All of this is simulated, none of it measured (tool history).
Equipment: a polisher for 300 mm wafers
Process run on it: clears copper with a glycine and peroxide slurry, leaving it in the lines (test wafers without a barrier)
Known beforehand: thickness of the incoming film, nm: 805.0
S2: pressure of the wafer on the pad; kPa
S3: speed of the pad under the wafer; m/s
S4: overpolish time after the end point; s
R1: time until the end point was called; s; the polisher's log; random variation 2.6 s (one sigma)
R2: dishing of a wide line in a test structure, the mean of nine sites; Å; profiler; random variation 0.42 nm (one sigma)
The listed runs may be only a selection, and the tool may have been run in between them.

{"run": 1, "hour": 0.0, "flow of slurry (ml/min)": 200, "S2": 22.8, "S3": 0.8, "S4": 10, "R1": 191.55, "R2": 291.31}
{"run": 2, "hour": 6.0, "flow of slurry (ml/min)": 200, "S2": 20.0, "S3": 0.8, "S4": 10, "R1": 199.46, "R2": 257.18}
{"run": 3, "hour": 11.0, "flow of slurry (ml/min)": 200, "S2": 24.8, "S3": 0.8, "S4": 10, "R1": 169.94, "R2": 299.88}
{"run": 4, "hour": 19.2, "flow of slurry (ml/min)": 200, "S2": 22.8, "S3": 0.8, "S4": 10, "R1": 178.59, "R2": 285.59}
{"run": 5, "hour": 24.4, "flow of slurry (ml/min)": 155, "S2": 22.8, "S3": 0.8, "S4": 10, "R1": 197.7, "R2": 273.5}
{"run": 6, "hour": 31.0, "flow of slurry (ml/min)": 175, "S2": 24.1, "S3": 0.8, "S4": 9, "R1": 176.15, "R2": 261.93}
{"run": 7, "hour": 38.1, "flow of slurry (ml/min)": 175, "S2": 24.1, "S3": 0.8, "S4": 9, "R1": 187.85, "R2": 265.3}
{"run": 8, "hour": 44.4, "flow of slurry (ml/min)": 200, "S2": 25.5, "S3": 0.8, "S4": 9, "R1": 170.79, "R2": 283.91}
{"hour": 47.1, "done": "slurry nozzle cleaned"}
{"run": 9, "hour": 47.1, "flow of slurry (ml/min)": 210, "S2": 26.9, "S3": 0.82, "S4": 9, "R1": 155.58, "R2": 300.77}

Estimate the outcome of run 10 from the log above:
{"run": 10, "hour": 50.5, "flow of slurry (ml/min)": 220, "S2": 27.6, "S3": 0.82, "S4": 9, "R1": "?", "R2": "?"}

R1: 152.07 s
R2: 308.32 Å
